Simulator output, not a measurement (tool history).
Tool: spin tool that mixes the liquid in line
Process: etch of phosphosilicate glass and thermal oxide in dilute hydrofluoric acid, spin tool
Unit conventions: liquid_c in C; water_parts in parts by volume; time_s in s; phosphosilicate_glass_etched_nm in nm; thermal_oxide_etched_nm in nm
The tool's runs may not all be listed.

run	hour	liquid_c	water_parts	time_s	phosphosilicate_glass_etched_nm	thermal_oxide_etched_nm
1	0.0	25.0	95	30	72.039	1.7374
2	4.7	25.0	95	20	47.693	1.1975
3	13.3	27.0	90	20	54.332	1.3100
4	15.2	28.0	85	20	59.649	1.4450
5	16.8	30.5	85	20	66.507	1.5682
6	23.4	30.5	60	20	97.767	2.3233
7	25.3	29.0	60	20	91.236	2.2355
8	33.3	28.0	60	20	87.562	2.0805
9	41.5	27.0	60	20	85.810	2.0617
10	47.9	26.5	60	20	83.374	1.9742

For run 11, what comes out?
11	53.0	26.0	60	20	?	?

phosphosilicate_glass_etched_nm: 81.098 nm
thermal_oxide_etched_nm: 2.0093 nm
